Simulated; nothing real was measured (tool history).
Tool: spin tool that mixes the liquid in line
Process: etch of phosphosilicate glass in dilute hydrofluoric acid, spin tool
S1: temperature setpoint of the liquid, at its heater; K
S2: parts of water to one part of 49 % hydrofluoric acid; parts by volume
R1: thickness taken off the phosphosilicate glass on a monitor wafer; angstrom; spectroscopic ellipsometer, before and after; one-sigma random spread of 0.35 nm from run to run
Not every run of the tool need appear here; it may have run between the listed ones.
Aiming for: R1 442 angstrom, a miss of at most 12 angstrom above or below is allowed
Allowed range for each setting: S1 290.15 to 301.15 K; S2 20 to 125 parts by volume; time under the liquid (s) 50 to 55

{"run": 1, "hour": 0.0, "S1": 293.15, "S2": 70, "time under the liquid (s)": 50, "R1": 842.24}
{"run": 2, "hour": 4.9, "S1": 293.15, "S2": 70, "time under the liquid (s)": 55, "R1": 931.82}
{"run": 3, "hour": 8.3, "S1": 293.15, "S2": 45, "time under the liquid (s)": 55, "R1": 1512.5}
{"run": 4, "hour": 11.1, "S1": 292.65, "S2": 55, "time under the liquid (s)": 55, "R1": 1182.8}
{"run": 5, "hour": 16.2, "S1": 292.15, "S2": 65, "time under the liquid (s)": 55, "R1": 957.78}
{"run": 6, "hour": 23.5, "S1": 291.65, "S2": 70, "time under the liquid (s)": 55, "R1": 870.75}
{"run": 7, "hour": 26.4, "S1": 291.65, "S2": 70, "time under the liquid (s)": 55, "R1": 865.65}
{"hour": 28.2, "done": "hydrofluoric acid flow meter replaced"}
{"run": 8, "hour": 28.2, "S1": 291.65, "S2": 75, "time under the liquid (s)": 55, "R1": 752.34}
{"run": 9, "hour": 29.3, "S1": 291.65, "S2": 75, "time under the liquid (s)": 55, "R1": 742.76}
{"run": 10, "hour": 30.7, "S1": 291.65, "S2": 80, "time under the liquid (s)": 55, "R1": 699.4}
{"run": 11, "hour": 32.3, "S1": 291.65, "S2": 85, "time under the liquid (s)": 55, "R1": 655}
{"run": 12, "hour": 37.4, "S1": 291.65, "S2": 90, "time under the liquid (s)": 55, "R1": 608.52}
{"run": 13, "hour": 43.1, "S1": 290.65, "S2": 100, "time under the liquid (s)": 55, "R1": 527.73}
{"run": 14, "hour": 49.2, "S1": 290.15, "S2": 105, "time under the liquid (s)": 55, "R1": 477.87}

Exercise: of the 5 proposed moves below, exactly one satisfies all targets within the stated allowed misses. Which move is it?
{"run": "A", "hour": 55.3, "S1": 290.65, "S2": 90, "time under the liquid (s)": 50, "R1": "?"}
{"run": "B", "hour": 55.3, "S1": 292.65, "S2": 115, "time under the liquid (s)": 55, "R1": "?"}
{"run": "C", "hour": 55.3, "S1": 290.15, "S2": 95, "time under the liquid (s)": 50, "R1": "?"}
{"run": "D", "hour": 55.3, "S1": 292.15, "S2": 110, "time under the liquid (s)": 55, "R1": "?"}
{"run": "E", "hour": 55.3, "S1": 290.15, "S2": 115, "time under the liquid (s)": 55, "R1": "?"}

move=A R1=533.18
move=B R1=485.58
move=C R1=491.95
move=D R1=500.03
move=E R1=437.9
A: moves away from the targets compared with the last run
B: moves away from the targets compared with the last run
C: moves away from the targets compared with the last run
D: moves away from the targets compared with the last run
E: every result within its allowed miss
E meets every target.

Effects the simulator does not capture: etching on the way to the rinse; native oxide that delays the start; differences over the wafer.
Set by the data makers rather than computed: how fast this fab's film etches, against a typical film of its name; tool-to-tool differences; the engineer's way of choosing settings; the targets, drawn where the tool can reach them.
